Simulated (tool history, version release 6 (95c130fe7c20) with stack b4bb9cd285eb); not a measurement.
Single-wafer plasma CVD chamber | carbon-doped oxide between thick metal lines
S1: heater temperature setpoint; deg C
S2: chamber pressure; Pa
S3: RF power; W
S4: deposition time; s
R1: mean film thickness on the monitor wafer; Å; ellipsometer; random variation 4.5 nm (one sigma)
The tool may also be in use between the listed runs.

run 1 day=0 | S1=355 S2=557 S3=555 S4=204 | R1=11054
run 2 day=0.088 | S1=355 S2=557 S3=625 S4=204 | R1=11954
run 3 day=0.308 | S1=357 S2=520 S3=585 S4=204 | R1=11335
run 4 day=0.346 | S1=358 S2=507 S3=550 S4=204 | R1=10753
run 5 day=0.525 | S1=360 S2=480 S3=535 S4=204 | R1=10522
run 6 day=0.85 | S1=360 S2=556 S3=535 S4=204 | R1=10639

Forecast run 7:
run 7 day=0.892 | S1=362 S2=543 S3=520 S4=204 | R1=?

R1: 10357 Å
